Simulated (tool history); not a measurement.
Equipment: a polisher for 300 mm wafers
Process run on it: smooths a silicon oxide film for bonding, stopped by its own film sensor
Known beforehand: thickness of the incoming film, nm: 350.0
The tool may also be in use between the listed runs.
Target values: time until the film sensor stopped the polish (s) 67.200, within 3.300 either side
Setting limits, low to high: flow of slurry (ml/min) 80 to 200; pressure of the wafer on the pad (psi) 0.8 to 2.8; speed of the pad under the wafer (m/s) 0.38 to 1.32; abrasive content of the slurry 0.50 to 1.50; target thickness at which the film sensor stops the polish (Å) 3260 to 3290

run	day	flow of slurry (ml/min)	pressure of the wafer on the pad (psi)	speed of the pad under the wafer (m/s)	abrasive content of the slurry	target thickness at which the film sensor stops the polish (Å)	time until the film sensor stopped the polish (s)
1	0.000	130	1.8	0.84	1.00	3260	46.959
2	0.362	145	1.8	0.84	1.00	3260	44.475
3	0.388	145	1.8	0.84	1.00	3260	45.283
4	0.608	145	1.8	0.84	1.10	3260	43.672
5	0.971	140	1.7	0.84	1.10	3260	47.408
6	1.208	140	1.7	0.84	1.10	3260	45.072
7	1.233	135	1.5	0.82	1.10	3260	52.222
8	1.521	130	1.4	0.82	1.10	3260	55.503
9	1.729	125	1.0	0.80	1.10	3260	70.832

Which single option among these 5 for the next run brings every result within its allowed miss of target? Just one does.
A	1.938	100	1.2	0.86	0.80	3270	?
B	1.938	105	0.8	0.88	1.15	3260	?
C	1.938	110	1.0	0.66	1.10	3290	?
D	1.938	130	1.1	0.74	1.00	3260	?
E	1.938	90	0.8	0.86	1.05	3280	?

move	time until the film sensor stopped the polish (s)
A	69.591
B	78.217
C	75.809
D	74.214
E	79.133
A: each result inside its tolerance
B: further off than the last run
C: further off than the last run
D: further off than the last run
E: further off than the last run
So the answer is move A, the one that meets all the targets.
